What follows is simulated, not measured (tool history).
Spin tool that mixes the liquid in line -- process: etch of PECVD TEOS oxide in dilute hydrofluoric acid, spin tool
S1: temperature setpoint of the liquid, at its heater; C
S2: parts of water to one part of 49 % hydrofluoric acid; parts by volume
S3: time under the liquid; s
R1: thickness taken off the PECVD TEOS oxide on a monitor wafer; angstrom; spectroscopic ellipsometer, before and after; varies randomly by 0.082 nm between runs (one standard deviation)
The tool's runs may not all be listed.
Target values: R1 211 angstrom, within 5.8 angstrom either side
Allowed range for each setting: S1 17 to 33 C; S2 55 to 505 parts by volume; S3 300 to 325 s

run,hour,S1,S2,S3,R1
1,0,25,280,300,133.71
2,3,25,370,300,92.397
3,11.1,25,275,300,137.51
4,19.2,26,275,300,142.49
5,22.4,27.5,265,300,157.12
6,31.1,29,260,300,169.02
7,37.9,30,255,300,178.52
8,42.7,30.5,250,300,187.43
9,49.2,31,250,300,190.43
# hour 51.1: thermometer replaced
10,51.1,33,240,300,201.24

Consider the 5 candidate settings below. Which is the only one whose results all fall within their allowed miss of target?
A,53,25,220,325,?
B,53,33,250,300,?
C,53,33,245,300,?
D,53,33,235,325,?
E,53,33,230,300,?

move,R1
A,185.7
B,191.4
C,196.51
D,224.73
E,213.28
A: lands further from the targets than the last run did
B: lands further from the targets than the last run did
C: lands further from the targets than the last run did
D: carries the result that was furthest off beyond its target, to the other side
E: hits every target within its allowed miss
So the answer is move E, the one that meets all the targets.
